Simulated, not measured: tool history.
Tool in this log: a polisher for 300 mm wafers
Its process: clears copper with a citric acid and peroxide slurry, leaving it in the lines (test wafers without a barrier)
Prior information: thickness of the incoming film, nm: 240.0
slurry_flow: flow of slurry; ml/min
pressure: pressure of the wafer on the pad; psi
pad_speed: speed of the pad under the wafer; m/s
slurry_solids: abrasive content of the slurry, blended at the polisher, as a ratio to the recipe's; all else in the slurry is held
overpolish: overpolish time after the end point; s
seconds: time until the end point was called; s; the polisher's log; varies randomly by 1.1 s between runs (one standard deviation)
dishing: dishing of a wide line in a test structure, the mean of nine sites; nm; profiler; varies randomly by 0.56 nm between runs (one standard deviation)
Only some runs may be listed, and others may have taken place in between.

run	day	slurry_flow	pressure	pad_speed	slurry_solids	overpolish	seconds	dishing
1	0	215	2.8	1.22	1	25	105.81	33.853
2	0.058	210	2.6	1.22	1	27	111.52	33.136
3	0.2	210	2.6	1.22	1	33	110.64	38.846
4	0.308	210	3.2	1.22	1	33	91.712	45.719
# day 0.346: slurry nozzle cleaned
5	0.346	205	2.9	1.22	1	33	100.55	41.738
6	0.442	205	2.9	1.22	1	23	99.147	31.233
7	0.738	225	2.7	1.22	1	25	105.7	32.587
8	0.975	200	2.1	1.22	1	33	136.48	33.477
9	1.233	210	2.1	1.22	1	33	135.88	31.944
10	1.533	215	2.1	1.22	1	34	134.31	33.058

Run 11 has not been measured yet. What should we expect?
11	1.854	220	2.1	1.22	1	34	?	?

Logged for run 11: seconds 132.89 s, dishing 32.847 nm.
